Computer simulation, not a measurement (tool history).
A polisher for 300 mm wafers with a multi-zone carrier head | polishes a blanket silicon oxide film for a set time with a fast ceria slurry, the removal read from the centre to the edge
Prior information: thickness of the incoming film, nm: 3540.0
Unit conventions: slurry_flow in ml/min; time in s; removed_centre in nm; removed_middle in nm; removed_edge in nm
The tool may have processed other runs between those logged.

{"run": 1, "hour": 0.0, "slurry_flow": 275, "centre_zone": 1.0, "middle_zone": 1.0, "edge_zone": 1.0, "time": 70, "removed_centre": 1250.2, "removed_middle": 1267.2, "removed_edge": 1252.7}
{"run": 2, "hour": 3.5, "slurry_flow": 275, "centre_zone": 0.94, "middle_zone": 1.0, "edge_zone": 1.0, "time": 70, "removed_centre": 1228.6, "removed_middle": 1271.4, "removed_edge": 1267.6}
{"run": 3, "hour": 11.0, "slurry_flow": 215, "centre_zone": 0.94, "middle_zone": 1.0, "edge_zone": 1.0, "time": 70, "removed_centre": 1164.9, "removed_middle": 1258.8, "removed_edge": 1195.0}
{"run": 4, "hour": 18.7, "slurry_flow": 205, "centre_zone": 0.96, "middle_zone": 1.0, "edge_zone": 0.97, "time": 67, "removed_centre": 1118.7, "removed_middle": 1162.3, "removed_edge": 1115.4}
{"run": 5, "hour": 23.6, "slurry_flow": 205, "centre_zone": 0.96, "middle_zone": 1.0, "edge_zone": 1.03, "time": 67, "removed_centre": 1107.1, "removed_middle": 1157.2, "removed_edge": 1159.3}
{"run": 6, "hour": 24.1, "slurry_flow": 195, "centre_zone": 0.97, "middle_zone": 1.0, "edge_zone": 0.99, "time": 65, "removed_centre": 1079.1, "removed_middle": 1110.4, "removed_edge": 1115.2}

Run 7 is up next; what results do you expect?
{"run": 7, "hour": 27.6, "slurry_flow": 195, "centre_zone": 0.99, "middle_zone": 1.03, "edge_zone": 0.95, "time": 62, "removed_centre": "?", "removed_middle": "?", "removed_edge": "?"}

{"run 7": {"removed_centre": 1034.1, "removed_middle": 1108.9, "removed_edge": 1051.0}}
